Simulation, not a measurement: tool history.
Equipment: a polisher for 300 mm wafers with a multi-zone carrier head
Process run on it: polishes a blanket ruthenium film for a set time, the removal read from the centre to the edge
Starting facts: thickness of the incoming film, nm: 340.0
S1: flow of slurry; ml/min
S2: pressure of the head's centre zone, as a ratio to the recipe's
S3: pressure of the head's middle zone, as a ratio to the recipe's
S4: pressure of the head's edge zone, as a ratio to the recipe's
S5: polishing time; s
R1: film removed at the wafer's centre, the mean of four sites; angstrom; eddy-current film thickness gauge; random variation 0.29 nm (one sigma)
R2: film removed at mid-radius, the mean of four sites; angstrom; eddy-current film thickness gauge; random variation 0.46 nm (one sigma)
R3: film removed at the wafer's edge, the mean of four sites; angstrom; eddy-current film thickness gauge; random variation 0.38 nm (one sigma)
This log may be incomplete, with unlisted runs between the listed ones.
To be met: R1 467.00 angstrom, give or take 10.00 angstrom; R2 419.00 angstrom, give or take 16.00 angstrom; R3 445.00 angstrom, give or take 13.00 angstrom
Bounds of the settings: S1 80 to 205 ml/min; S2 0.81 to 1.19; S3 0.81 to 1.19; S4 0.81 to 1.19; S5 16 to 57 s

run 1 day=0.000 | S1=135 S2=1.00 S3=1.00 S4=1.00 S5=36 | R1=710.24 R2=706.71 R3=668.40
run 2 day=0.271 | S1=135 S2=1.00 S3=1.04 S4=1.00 S5=36 | R1=717.08 R2=719.71 R3=666.23
run 3 day=0.462 | S1=125 S2=1.01 S3=0.97 S4=0.99 S5=32 | R1=622.05 R2=621.38 R3=578.51
run 4 day=0.725 | S1=105 S2=1.01 S3=0.97 S4=0.99 S5=32 | R1=598.93 R2=575.04 R3=564.25
run 5 day=1.042 | S1=115 S2=1.01 S3=0.97 S4=0.99 S5=32 | R1=623.19 R2=590.84 R3=579.25
run 6 day=1.396 | S1=105 S2=1.00 S3=0.93 S4=0.97 S5=30 | R1=554.04 R2=530.26 R3=520.13
run 7 day=1.421 | S1=95 S2=1.00 S3=0.89 S4=0.97 S5=29 | R1=518.29 R2=478.88 R3=494.79
run 8 day=1.617 | S1=90 S2=0.99 S3=0.87 S4=0.95 S5=29 | R1=497.36 R2=473.76 R3=483.72
run 9 day=1.817 | S1=85 S2=1.00 S3=0.85 S4=0.95 S5=28 | R1=470.95 R2=447.69 R3=457.11
run 10 day=2.025 | S1=85 S2=1.01 S3=0.84 S4=0.96 S5=28 | R1=478.69 R2=448.80 R3=469.01

Consider the 4 candidate settings below. Which is the only one whose results all fall within their allowed miss of target?
run A day=2.233 | S1=110 S2=0.90 S3=0.89 S4=1.07 S5=28 | R1=? R2=? R3=?
run B day=2.233 | S1=80 S2=1.02 S3=0.81 S4=0.93 S5=28 | R1=? R2=? R3=?
run C day=2.233 | S1=115 S2=0.99 S3=0.99 S4=0.81 S5=26 | R1=? R2=? R3=?
run D day=2.233 | S1=110 S2=1.01 S3=1.04 S4=0.87 S5=26 | R1=? R2=? R3=?

move=A R1=467.77 R2=488.87 R3=511.50
move=B R1=464.74 R2=418.65 R3=445.02
move=C R1=485.36 R2=482.85 R3=422.36
move=D R1=488.19 R2=488.16 R3=431.60
A: misses by more than the last run did
B: each result inside its tolerance
C: misses by more than the last run did
D: misses by more than the last run did
The right move is B.
